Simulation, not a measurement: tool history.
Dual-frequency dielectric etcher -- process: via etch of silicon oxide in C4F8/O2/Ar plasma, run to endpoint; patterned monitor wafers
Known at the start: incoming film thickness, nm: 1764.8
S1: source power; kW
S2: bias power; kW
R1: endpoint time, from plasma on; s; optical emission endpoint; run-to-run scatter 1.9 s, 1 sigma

run 1 hour=0.0 | S1=1.360 S2=1.808 | R1=433.74
run 2 hour=0.9 | S1=1.230 S2=1.771 | R1=458.55
run 3 hour=4.1 | S1=1.170 S2=1.757 | R1=470.75
run 4 hour=5.6 | S1=1.130 S2=1.749 | R1=483.28
run 5 hour=6.8 | S1=1.020 S2=1.749 | R1=513.26
run 6 hour=14.1 | S1=1.020 S2=1.529 | R1=532.24
run 7 hour=19.3 | S1=1.070 S2=1.537 | R1=519.34

For run 8, what comes out?
run 8 hour=28.3 | S1=1.070 S2=1.537 | R1=?

For run 8 the tool returned R1 518.96 s.
